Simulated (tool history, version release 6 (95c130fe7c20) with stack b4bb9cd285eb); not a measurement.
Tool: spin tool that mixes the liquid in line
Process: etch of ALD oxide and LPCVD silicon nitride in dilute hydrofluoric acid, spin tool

| run | hour | temperature setpoint of the liquid (C) | parts of water to one part of 49 % hydrofluoric acid (parts by volume) | time under the liquid (s) | thickness taken off the ALD oxide on a monitor wafer (angstrom) | thickness taken off the LPCVD silicon nitride on a monitor wafer (angstrom) |
|---|---|---|---|---|---|---|
| 1 | 0.0 | 20.0 | 200 | 180 | 102.090 | 3.0252 |
| 2 | 3.7 | 22.5 | 200 | 180 | 112.900 | 4.0289 |
| 3 | 7.0 | 22.5 | 200 | 150 | 93.326 | 3.0495 |
| 4 | 7.8 | 21.0 | 200 | 150 | 88.831 | 3.1201 |
| 5 | 11.4 | 21.0 | 200 | 180 | 106.510 | 3.5234 |
| 6 | 17.9 | 22.5 | 185 | 180 | 122.730 | 4.4937 |
| 7 | 26.7 | 23.5 | 170 | 180 | 143.100 | 4.1794 |

Forecast run 8:
| 8 | 30.3 | 27.0 | 145 | 190 | ? | ? |

{"run 8": {"thickness taken off the ALD oxide on a monitor wafer (angstrom)": 206.41, "thickness taken off the LPCVD silicon nitride on a monitor wafer (angstrom)": 8.339}}
